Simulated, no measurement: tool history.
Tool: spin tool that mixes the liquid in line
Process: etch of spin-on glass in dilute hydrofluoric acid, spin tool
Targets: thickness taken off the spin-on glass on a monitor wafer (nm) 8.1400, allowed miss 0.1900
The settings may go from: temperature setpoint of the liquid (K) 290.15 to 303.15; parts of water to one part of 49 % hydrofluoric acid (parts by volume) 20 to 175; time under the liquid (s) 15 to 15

run  hour  temperature setpoint of the liquid (K)  parts of water to one part of 49 % hydrofluoric acid (parts by volume)  time under the liquid (s)  thickness taken off the spin-on glass on a monitor wafer (nm)
  1   0.0                                  295.15                                                                      95                         15                                                         3.7521
  2   7.5                                  295.15                                                                      95                         15                                                         3.7881
  3  11.0                                  295.15                                                                      75                         15                                                         4.8103
  4  17.4                                  297.15                                                                      70                         15                                                         5.6842
  5  24.9                                  298.65                                                                      70                         15                                                         5.9966
  6  31.8                                  300.15                                                                      70                         15                                                         6.4035
  7  32.8                                  301.15                                                                      65                         15                                                         7.2229
  8  37.8                                  301.65                                                                      65                         15                                                         7.3343
  9  41.0                                  302.15                                                                      65                         15                                                         7.5497
     46.5  -- thermometer replaced
 10  46.5                                  303.15                                                                      60                         15                                                         8.8975
 11  53.5                                  302.65                                                                      60                         15                                                         8.7853
 12  55.4                                  302.15                                                                      60                         15                                                         8.6586
 13  56.3                                  302.15                                                                      60                         15                                                         8.7210
 14  58.4                                  301.65                                                                      60                         15                                                         8.6073

Which of these 4 next moves meets every target?
  A  60.5                                  302.65                                                                      60                         15                                                              ?
  B  60.5                                  303.15                                                                      70                         15                                                              ?
  C  60.5                                  301.15                                                                      65                         15                                                              ?
  D  60.5                                  300.65                                                                      60                         15                                                              ?

move  thickness taken off the spin-on glass on a monitor wafer (nm)
   A                                                         8.9078
   B                                                         7.6695
   C                                                         7.6968
   D                                                         8.2336
A: further off than the last run
B: takes the result that was furthest off past its target
C: takes the result that was furthest off past its target
D: meets every target
Answer: D

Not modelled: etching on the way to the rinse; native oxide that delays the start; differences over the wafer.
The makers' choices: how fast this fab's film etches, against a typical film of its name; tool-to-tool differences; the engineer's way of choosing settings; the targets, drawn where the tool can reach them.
